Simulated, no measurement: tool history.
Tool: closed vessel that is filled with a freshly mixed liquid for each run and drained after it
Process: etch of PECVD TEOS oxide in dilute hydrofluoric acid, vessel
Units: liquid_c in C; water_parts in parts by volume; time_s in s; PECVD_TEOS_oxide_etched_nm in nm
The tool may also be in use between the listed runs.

run	day	liquid_c	water_parts	time_s	PECVD_TEOS_oxide_etched_nm
1	0	22	260	2045	88.86
2	0.342	21.5	270	2045	83.838
3	0.383	21	280	2045	79.008
4	0.562	18.5	280	2045	70.82
5	0.654	18.5	185	2045	117.02
6	0.979	18.5	205	2045	105.21
7	1.279	18.5	225	2045	92.71

The next listed run, before its measurement:
8	1.371	17	330	2045	?

PECVD_TEOS_oxide_etched_nm: 55.134 nm
